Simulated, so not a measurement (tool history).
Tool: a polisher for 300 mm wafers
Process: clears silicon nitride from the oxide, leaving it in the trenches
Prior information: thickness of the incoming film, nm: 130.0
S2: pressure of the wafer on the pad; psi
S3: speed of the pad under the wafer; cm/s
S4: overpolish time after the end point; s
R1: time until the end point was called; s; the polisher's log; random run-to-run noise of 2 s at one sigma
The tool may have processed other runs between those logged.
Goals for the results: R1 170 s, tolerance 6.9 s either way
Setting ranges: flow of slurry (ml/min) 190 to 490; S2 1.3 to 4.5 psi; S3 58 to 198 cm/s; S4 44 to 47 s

Run 1, day 0: flow of slurry (ml/min) 315, S2 2.9 psi, S3 128 cm/s, S4 44 s. Result: R1 141.29 s.
Run 2, day 0.079: flow of slurry (ml/min) 315, S2 2.8 psi, S3 128 cm/s, S4 44 s. Result: R1 144.23 s.
Run 3, day 0.446: flow of slurry (ml/min) 315, S2 2.7 psi, S3 128 cm/s, S4 44 s. Result: R1 144.15 s.
Run 4, day 0.817: flow of slurry (ml/min) 315, S2 2.7 psi, S3 128 cm/s, S4 47 s. Result: R1 147.78 s.
Run 5, day 1.083: flow of slurry (ml/min) 315, S2 2.6 psi, S3 128 cm/s, S4 47 s. Result: R1 149.57 s.
Run 6, day 1.408: flow of slurry (ml/min) 315, S2 2.6 psi, S3 128 cm/s, S4 47 s. Result: R1 150.08 s.
Run 7, day 1.65: flow of slurry (ml/min) 315, S2 2.5 psi, S3 128 cm/s, S4 47 s. Result: R1 154.45 s.
At day 1.938: worn pad replaced by a new one.
Run 8, day 1.938: flow of slurry (ml/min) 315, S2 2.4 psi, S3 128 cm/s, S4 47 s. Result: R1 139.38 s.

Exercise: of the 4 proposed moves below, exactly one satisfies all targets within the stated allowed misses. Which move is it?
Run A, day 2.225: flow of slurry (ml/min) 300, S2 2.8 psi, S3 78 cm/s, S4 47 s. Result: R1 ?.
Run B, day 2.225: flow of slurry (ml/min) 270, S2 1.8 psi, S3 122 cm/s, S4 46 s. Result: R1 ?.
Run C, day 2.225: flow of slurry (ml/min) 385, S2 2.5 psi, S3 82 cm/s, S4 45 s. Result: R1 ?.
Run D, day 2.225: flow of slurry (ml/min) 340, S2 3 psi, S3 96 cm/s, S4 47 s. Result: R1 ?.

move      R1
   A  185.01
   B  172.82
   C  187.27
   D  151.51
A: the result that was furthest off in the last run now lies on the other side of its target
B: every result lands within tolerance
C: the result that was furthest off in the last run now lies on the other side of its target
D: an improvement on the last run, though not all results are within tolerance
Move B is the one to make.
